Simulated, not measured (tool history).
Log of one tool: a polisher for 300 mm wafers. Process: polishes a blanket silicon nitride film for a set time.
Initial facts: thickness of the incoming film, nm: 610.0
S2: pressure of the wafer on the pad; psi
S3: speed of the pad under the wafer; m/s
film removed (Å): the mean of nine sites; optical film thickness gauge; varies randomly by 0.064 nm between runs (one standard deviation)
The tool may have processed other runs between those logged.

Run 1, day 0: flow of slurry (ml/min) 195, S2 2.7 psi, S3 1.08 m/s, polishing time (s) 20. Result: film removed (Å) 281.8.
Run 2, day 0.308: flow of slurry (ml/min) 185, S2 2.2 psi, S3 0.88 m/s, polishing time (s) 20. Result: film removed (Å) 194.96.
Run 3, day 0.596: flow of slurry (ml/min) 185, S2 2.2 psi, S3 1 m/s, polishing time (s) 20. Result: film removed (Å) 219.63.
Run 4, day 0.792: flow of slurry (ml/min) 185, S2 1.7 psi, S3 1 m/s, polishing time (s) 20. Result: film removed (Å) 171.12.
Run 5, day 1.062: flow of slurry (ml/min) 165, S2 1.7 psi, S3 1 m/s, polishing time (s) 20. Result: film removed (Å) 170.78.
Run 6, day 1.133: flow of slurry (ml/min) 165, S2 1.3 psi, S3 1 m/s, polishing time (s) 20. Result: film removed (Å) 134.15.

Run 7 has not been measured yet. What should we expect?
Run 7, day 1.438: flow of slurry (ml/min) 155, S2 1.3 psi, S3 0.9 m/s, polishing time (s) 20. Result: film removed (Å) ?.

Run 7 yielded film removed (Å) 122.68.
